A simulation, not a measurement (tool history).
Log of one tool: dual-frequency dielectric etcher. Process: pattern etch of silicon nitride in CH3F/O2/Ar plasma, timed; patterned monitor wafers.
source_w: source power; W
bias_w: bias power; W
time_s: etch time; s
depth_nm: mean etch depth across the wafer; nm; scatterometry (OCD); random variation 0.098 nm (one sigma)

run,day,source_w,bias_w,time_s,depth_nm
1,0.000,480,92,45.5,35.201
2,0.279,480,79,45.5,32.004
3,0.500,480,88,45.5,34.183
4,0.533,540,88,45.5,35.574
5,0.821,480,86,45.5,33.449
6,0.892,450,85,45.5,32.884
7,1.033,450,85,45.5,32.619
8,1.288,420,84,45.5,31.997

Forecast run 9:
9,1.492,330,78,45.5,?

{"run 9": {"depth_nm": 28.254}}
